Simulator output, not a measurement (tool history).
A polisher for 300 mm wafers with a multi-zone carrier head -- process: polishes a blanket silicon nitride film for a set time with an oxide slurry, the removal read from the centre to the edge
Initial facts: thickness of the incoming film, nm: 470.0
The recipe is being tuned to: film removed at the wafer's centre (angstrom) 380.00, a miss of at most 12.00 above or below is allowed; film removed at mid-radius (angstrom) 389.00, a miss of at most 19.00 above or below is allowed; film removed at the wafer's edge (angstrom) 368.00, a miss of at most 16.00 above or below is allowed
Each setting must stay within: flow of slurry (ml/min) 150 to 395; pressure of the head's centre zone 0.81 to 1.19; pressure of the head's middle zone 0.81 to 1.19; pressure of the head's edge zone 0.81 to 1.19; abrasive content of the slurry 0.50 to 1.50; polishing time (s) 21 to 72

run,hour,flow of slurry (ml/min),pressure of the head's centre zone,pressure of the head's middle zone,pressure of the head's edge zone,abrasive content of the slurry,polishing time (s),film removed at the wafer's centre (angstrom),film removed at mid-radius (angstrom),film removed at the wafer's edge (angstrom)
1,0.0,250,1.00,1.00,1.00,1.00,46,280.76,286.78,285.84
2,8.4,250,1.04,1.00,1.00,1.00,46,291.87,280.09,283.07
3,14.2,250,1.04,1.00,1.00,0.90,46,280.92,269.78,270.16
4,18.5,250,1.04,1.00,1.00,1.00,46,295.54,284.55,292.45
5,20.3,250,1.04,0.96,1.00,1.00,46,294.59,275.79,286.07
6,28.4,250,1.04,0.96,0.95,1.00,46,295.29,285.16,286.38
7,35.7,255,1.04,0.97,0.94,1.10,46,311.30,294.26,290.05
8,44.5,250,1.03,0.98,0.94,1.15,47,312.53,301.80,298.79
9,48.6,250,1.03,0.98,0.94,1.15,47,318.66,295.65,303.30
10,54.8,265,1.01,1.00,0.93,1.20,48,321.87,332.40,308.93
11,57.4,275,1.01,1.00,0.95,1.25,48,328.84,320.45,318.39
12,63.7,275,1.01,1.01,0.95,1.30,49,339.77,342.77,338.21
13,64.8,280,1.02,1.03,0.95,1.35,49,357.64,350.90,345.57
14,66.3,280,1.02,1.05,0.95,1.35,49,353.03,356.60,342.37

Which single option among these 5 for the next run brings every result within its allowed miss of target? Just one does.
A,67.8,200,0.95,0.92,1.08,1.50,49,?,?,?
B,67.8,280,0.97,1.01,1.01,1.35,45,?,?,?
C,67.8,275,1.08,1.13,0.86,1.20,53,?,?,?
D,67.8,255,0.95,0.94,0.81,1.20,60,?,?,?
E,67.8,280,1.08,0.99,0.96,1.45,44,?,?,?

move,film removed at the wafer's centre (angstrom),film removed at mid-radius (angstrom),film removed at the wafer's edge (angstrom)
A,326.85,323.56,366.54
B,310.08,319.33,326.20
C,388.58,389.41,346.16
D,382.46,382.94,382.54
E,346.63,315.66,321.35
A: further off than the last run
B: further off than the last run
C: the worst result of the last run now meets its target, but another is out of spec
D: hits every target within its allowed miss
E: further off than the last run
Answer: D
